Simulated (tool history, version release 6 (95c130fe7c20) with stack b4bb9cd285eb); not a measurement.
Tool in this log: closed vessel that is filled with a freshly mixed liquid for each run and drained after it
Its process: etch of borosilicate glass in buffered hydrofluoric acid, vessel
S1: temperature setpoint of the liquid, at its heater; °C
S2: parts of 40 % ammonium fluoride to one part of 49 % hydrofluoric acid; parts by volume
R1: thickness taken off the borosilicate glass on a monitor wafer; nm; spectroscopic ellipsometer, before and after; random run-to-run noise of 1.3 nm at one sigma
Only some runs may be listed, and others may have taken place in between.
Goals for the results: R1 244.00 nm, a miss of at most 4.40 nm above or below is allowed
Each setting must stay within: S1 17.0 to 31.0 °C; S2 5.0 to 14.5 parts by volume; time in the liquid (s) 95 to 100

run 1 day=0.000 | S1=23.0 S2=9.0 time_in_the_liquid_(s)=95 | R1=106.54
run 2 day=0.288 | S1=24.0 S2=8.5 time_in_the_liquid_(s)=95 | R1=116.52
run 3 day=0.654 | S1=24.0 S2=8.5 time_in_the_liquid_(s)=95 | R1=117.45
run 4 day=1.000 | S1=24.0 S2=8.5 time_in_the_liquid_(s)=95 | R1=116.99
run 5 day=1.088 | S1=24.0 S2=8.5 time_in_the_liquid_(s)=100 | R1=122.32
run 6 day=1.446 | S1=25.0 S2=8.0 time_in_the_liquid_(s)=100 | R1=136.04
run 7 day=1.583 | S1=26.0 S2=7.5 time_in_the_liquid_(s)=100 | R1=154.34
run 8 day=1.771 | S1=26.5 S2=7.0 time_in_the_liquid_(s)=100 | R1=170.88

Exercise: of the 5 proposed moves below, exactly one satisfies all targets within the stated allowed misses. Which move is it?
run A day=1.958 | S1=28.0 S2=5.0 time_in_the_liquid_(s)=100 | R1=?
run B day=1.958 | S1=26.5 S2=5.0 time_in_the_liquid_(s)=100 | R1=?
run C day=1.958 | S1=29.5 S2=5.5 time_in_the_liquid_(s)=100 | R1=?
run D day=1.958 | S1=31.0 S2=6.0 time_in_the_liquid_(s)=100 | R1=?
run E day=1.958 | S1=30.5 S2=6.0 time_in_the_liquid_(s)=100 | R1=?

move=A R1=256.53
move=B R1=237.30
move=C R1=254.81
move=D R1=254.59
move=E R1=248.17
A: pushes the last run's worst result past its target
B: nearer than the last run, and not there yet
C: pushes the last run's worst result past its target
D: pushes the last run's worst result past its target
E: every result lands within tolerance
E is the move that brings every result within its allowed miss.
